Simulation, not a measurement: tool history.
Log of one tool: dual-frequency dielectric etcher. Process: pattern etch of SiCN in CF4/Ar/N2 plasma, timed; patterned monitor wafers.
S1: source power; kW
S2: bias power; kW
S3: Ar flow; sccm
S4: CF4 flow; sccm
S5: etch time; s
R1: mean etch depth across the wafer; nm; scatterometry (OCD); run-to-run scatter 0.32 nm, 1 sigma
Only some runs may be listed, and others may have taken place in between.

| run | hour | S1 | S2 | S3 | S4 | S5 | R1 |
|---|---|---|---|---|---|---|---|
| 1 | 0 | 0.49 | 0.093 | 138 | 51 | 117.5 | 113.14 |
| 2 | 5.3 | 0.49 | 0.093 | 121 | 51 | 117.5 | 115.75 |
| 3 | 14 | 0.49 | 0.093 | 121 | 51 | 117.5 | 116.22 |
| 4 | 17.8 | 0.45 | 0.091 | 121 | 51 | 117.5 | 105.47 |
| 5 | 19.8 | 0.42 | 0.091 | 121 | 51 | 117.5 | 98.183 |
| 6 | 21.5 | 0.4 | 0.091 | 121 | 51 | 117.5 | 93.082 |
| 7 | 25.9 | 0.39 | 0.091 | 121 | 51 | 117.5 | 90.874 |
| 8 | 29.8 | 0.38 | 0.091 | 121 | 51 | 117.5 | 88.943 |
| 9 | 30.9 | 0.37 | 0.091 | 121 | 51 | 117.5 | 85.53 |

What will run 10 give?
| 10 | 34.9 | 0.36 | 0.091 | 121 | 51 | 117.5 | ? |

For run 10 the tool returned R1 83.98 nm.
